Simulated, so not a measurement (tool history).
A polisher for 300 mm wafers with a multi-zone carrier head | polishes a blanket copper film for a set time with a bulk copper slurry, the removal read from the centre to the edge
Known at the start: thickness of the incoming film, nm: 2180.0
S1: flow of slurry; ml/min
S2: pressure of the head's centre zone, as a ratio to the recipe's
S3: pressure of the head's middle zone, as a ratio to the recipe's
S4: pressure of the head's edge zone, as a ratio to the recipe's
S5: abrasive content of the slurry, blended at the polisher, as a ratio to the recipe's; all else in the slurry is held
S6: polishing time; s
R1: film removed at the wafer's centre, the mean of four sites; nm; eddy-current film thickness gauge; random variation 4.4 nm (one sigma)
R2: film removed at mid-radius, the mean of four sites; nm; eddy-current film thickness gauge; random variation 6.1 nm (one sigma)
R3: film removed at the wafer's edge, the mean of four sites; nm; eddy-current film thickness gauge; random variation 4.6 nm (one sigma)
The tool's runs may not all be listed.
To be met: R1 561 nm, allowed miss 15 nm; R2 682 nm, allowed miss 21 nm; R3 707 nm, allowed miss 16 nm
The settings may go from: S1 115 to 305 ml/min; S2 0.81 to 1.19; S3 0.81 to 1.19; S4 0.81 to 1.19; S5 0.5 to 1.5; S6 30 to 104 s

run 1 day=0 | S1=195 S2=1 S3=1 S4=1 S5=1 S6=67 | R1=487.75 R2=513.94 R3=505.28
run 2 day=0.279 | S1=195 S2=1 S3=1.07 S4=1 S5=1 S6=67 | R1=493.58 R2=540.32 R3=505.26
run 3 day=0.358 | S1=200 S2=0.98 S3=1.07 S4=1.03 S5=1.1 S6=68 | R1=507.96 R2=562.92 R3=530.71
run 4 day=0.508 | S1=200 S2=0.98 S3=1.07 S4=0.99 S5=1.1 S6=68 | R1=503.25 R2=562.46 R3=521.38
run 5 day=0.633 | S1=200 S2=0.98 S3=0.99 S4=0.99 S5=1.1 S6=68 | R1=505.88 R2=533.89 R3=528.87
run 6 day=0.954 | S1=210 S2=0.95 S3=1 S4=1.02 S5=1.15 S6=69 | R1=501.74 R2=550 R3=549.27
run 7 day=1.167 | S1=215 S2=0.93 S3=1.01 S4=1.04 S5=1.2 S6=70 | R1=511.98 R2=583.71 R3=572.33
run 8 day=1.388 | S1=220 S2=0.92 S3=1 S4=1.07 S5=1.25 S6=71 | R1=522.42 R2=587.4 R3=599.97
run 9 day=1.575 | S1=220 S2=0.92 S3=1 S4=1.07 S5=1.25 S6=71 | R1=521.96 R2=587.21 R3=591.81
run 10 day=1.867 | S1=225 S2=0.91 S3=1 S4=1.09 S5=1.3 S6=72 | R1=528.34 R2=608.68 R3=619.91
run 11 day=2.012 | S1=235 S2=0.9 S3=1 S4=1.11 S5=1.35 S6=72 | R1=531.53 R2=605.52 R3=631.17
run 12 day=2.125 | S1=240 S2=0.89 S3=1.01 S4=1.12 S5=1.4 S6=73 | R1=550.16 R2=636.59 R3=650.79
run 13 day=2.471 | S1=245 S2=0.88 S3=1.01 S4=1.13 S5=1.4 S6=73 | R1=542.49 R2=647.17 R3=656.69
run 14 day=2.804 | S1=250 S2=0.88 S3=1.01 S4=1.14 S5=1.4 S6=73 | R1=542.36 R2=644.07 R3=663.78
run 15 day=3.175 | S1=250 S2=0.88 S3=1.01 S4=1.14 S5=1.4 S6=73 | R1=540.3 R2=654.23 R3=662.54
run 16 day=3.412 | S1=255 S2=0.88 S3=1.01 S4=1.15 S5=1.4 S6=73 | R1=543.9 R2=655.07 R3=665.18
run 17 day=3.767 | S1=260 S2=0.88 S3=1.01 S4=1.16 S5=1.4 S6=73 | R1=539.52 R2=661.35 R3=668.94
run 18 day=3.975 | S1=265 S2=0.88 S3=1.01 S4=1.17 S5=1.4 S6=73 | R1=550.74 R2=650.83 R3=670.18

4 next moves are on the table. One of them brings every result within its allowed miss. Which?
run A day=4.183 | S1=305 S2=0.93 S3=1.12 S4=1.07 S5=1 S6=76 | R1=? R2=? R3=?
run B day=4.183 | S1=280 S2=0.86 S3=1.08 S4=1.16 S5=1.45 S6=72 | R1=? R2=? R3=?
run C day=4.183 | S1=255 S2=0.92 S3=1.03 S4=1.16 S5=1.4 S6=72 | R1=? R2=? R3=?
run D day=4.183 | S1=280 S2=0.82 S3=0.96 S4=1.08 S5=1.25 S6=82 | R1=? R2=? R3=?

move=A R1=556.82 R2=678.02 R3=617.66
move=B R1=538.21 R2=684.84 R3=672.22
move=C R1=561.13 R2=644.37 R3=660.85
move=D R1=562.2 R2=677.85 R3=709.72
A: further off than the last run
B: nearer than the last run, and not there yet
C: further off than the last run
D: meets every target
The right move is D.

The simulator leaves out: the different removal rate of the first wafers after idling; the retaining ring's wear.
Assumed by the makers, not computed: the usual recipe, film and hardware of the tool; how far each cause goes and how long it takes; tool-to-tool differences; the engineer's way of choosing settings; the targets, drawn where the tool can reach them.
